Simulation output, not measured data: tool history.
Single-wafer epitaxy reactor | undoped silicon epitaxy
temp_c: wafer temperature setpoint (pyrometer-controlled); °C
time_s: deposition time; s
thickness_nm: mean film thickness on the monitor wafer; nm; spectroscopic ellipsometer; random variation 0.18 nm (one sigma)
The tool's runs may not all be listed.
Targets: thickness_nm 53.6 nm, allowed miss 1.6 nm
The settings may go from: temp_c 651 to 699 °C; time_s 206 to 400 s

Run 1, hour 0: temp_c 675 °C, time_s 303 s. Result: thickness_nm 96.59 nm.
Run 2, hour 3.1: temp_c 668 °C, time_s 293 s. Result: thickness_nm 82.533 nm.
Run 3, hour 7.3: temp_c 668 °C, time_s 253 s. Result: thickness_nm 70.975 nm.
Run 4, hour 15.5: temp_c 664 °C, time_s 252 s. Result: thickness_nm 65.556 nm.
Run 5, hour 21.3: temp_c 664 °C, time_s 275 s. Result: thickness_nm 71.414 nm.
Run 6, hour 22.1: temp_c 664 °C, time_s 306 s. Result: thickness_nm 79.928 nm.
Run 7, hour 26.1: temp_c 660 °C, time_s 292 s. Result: thickness_nm 70.684 nm.
Run 8, hour 34.8: temp_c 657 °C, time_s 283 s. Result: thickness_nm 64.452 nm.
Run 9, hour 37.4: temp_c 655 °C, time_s 277 s. Result: thickness_nm 60.921 nm.

4 next moves are on the table. One of them brings every result within its allowed miss. Which?
Run A, hour 40: temp_c 656 °C, time_s 288 s. Result: thickness_nm ?.
Run B, hour 40: temp_c 653 °C, time_s 254 s. Result: thickness_nm ?.
Run C, hour 40: temp_c 662 °C, time_s 277 s. Result: thickness_nm ?.
Run D, hour 40: temp_c 658 °C, time_s 284 s. Result: thickness_nm ?.

move  thickness_nm
   A        64.727
   B        53.941
   C        69.659
   D        66.274
A: further off than the last run
B: meets every target
C: further off than the last run
D: further off than the last run
Move B is the one to make.

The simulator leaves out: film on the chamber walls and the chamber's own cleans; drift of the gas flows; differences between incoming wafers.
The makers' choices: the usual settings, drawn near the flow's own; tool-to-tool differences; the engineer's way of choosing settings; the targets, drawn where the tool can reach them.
